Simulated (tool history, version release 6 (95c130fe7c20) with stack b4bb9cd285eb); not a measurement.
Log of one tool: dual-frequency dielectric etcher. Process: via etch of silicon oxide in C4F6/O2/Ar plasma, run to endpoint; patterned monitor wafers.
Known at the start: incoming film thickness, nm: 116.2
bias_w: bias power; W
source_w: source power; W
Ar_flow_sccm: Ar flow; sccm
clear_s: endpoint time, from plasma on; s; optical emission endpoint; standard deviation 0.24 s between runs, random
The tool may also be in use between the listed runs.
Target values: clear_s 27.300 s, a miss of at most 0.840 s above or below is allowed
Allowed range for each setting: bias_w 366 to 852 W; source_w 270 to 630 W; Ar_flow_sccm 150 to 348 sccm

{"run": 1, "hour": 0.0, "bias_w": 609, "source_w": 450, "Ar_flow_sccm": 249, "clear_s": 23.247}
{"run": 2, "hour": 4.1, "bias_w": 609, "source_w": 390, "Ar_flow_sccm": 249, "clear_s": 24.769}
{"run": 3, "hour": 11.0, "bias_w": 609, "source_w": 420, "Ar_flow_sccm": 249, "clear_s": 23.648}
{"run": 4, "hour": 13.1, "bias_w": 609, "source_w": 450, "Ar_flow_sccm": 249, "clear_s": 23.311}
{"run": 5, "hour": 17.7, "bias_w": 609, "source_w": 450, "Ar_flow_sccm": 206, "clear_s": 23.089}
{"run": 6, "hour": 24.6, "bias_w": 581, "source_w": 440, "Ar_flow_sccm": 207, "clear_s": 23.607}
{"run": 7, "hour": 32.8, "bias_w": 558, "source_w": 430, "Ar_flow_sccm": 208, "clear_s": 24.173}
{"run": 8, "hour": 39.4, "bias_w": 558, "source_w": 430, "Ar_flow_sccm": 208, "clear_s": 24.598}
{"run": 9, "hour": 46.1, "bias_w": 558, "source_w": 430, "Ar_flow_sccm": 208, "clear_s": 24.467}
{"run": 10, "hour": 48.4, "bias_w": 541, "source_w": 430, "Ar_flow_sccm": 208, "clear_s": 24.917}
{"run": 11, "hour": 49.3, "bias_w": 541, "source_w": 430, "Ar_flow_sccm": 208, "clear_s": 24.863}
{"run": 12, "hour": 54.3, "bias_w": 527, "source_w": 430, "Ar_flow_sccm": 208, "clear_s": 25.316}
{"run": 13, "hour": 58.3, "bias_w": 517, "source_w": 430, "Ar_flow_sccm": 208, "clear_s": 25.433}
{"run": 14, "hour": 62.9, "bias_w": 507, "source_w": 430, "Ar_flow_sccm": 208, "clear_s": 25.992}

Exercise: of the 4 proposed moves below, exactly one satisfies all targets within the stated allowed misses. Which move is it?
{"run": "A", "hour": 67.5, "bias_w": 524, "source_w": 410, "Ar_flow_sccm": 180, "clear_s": "?"}
{"run": "B", "hour": 67.5, "bias_w": 545, "source_w": 420, "Ar_flow_sccm": 188, "clear_s": "?"}
{"run": "C", "hour": 67.5, "bias_w": 490, "source_w": 390, "Ar_flow_sccm": 185, "clear_s": "?"}
{"run": "D", "hour": 67.5, "bias_w": 454, "source_w": 570, "Ar_flow_sccm": 174, "clear_s": "?"}

move=A clear_s=25.632
move=B clear_s=24.928
move=C clear_s=27.193
move=D clear_s=23.871
A: the biggest miss grows against the last run
B: the biggest miss grows against the last run
C: all results land within tolerance of their targets
D: the biggest miss grows against the last run
C is the move that brings every result within its allowed miss.

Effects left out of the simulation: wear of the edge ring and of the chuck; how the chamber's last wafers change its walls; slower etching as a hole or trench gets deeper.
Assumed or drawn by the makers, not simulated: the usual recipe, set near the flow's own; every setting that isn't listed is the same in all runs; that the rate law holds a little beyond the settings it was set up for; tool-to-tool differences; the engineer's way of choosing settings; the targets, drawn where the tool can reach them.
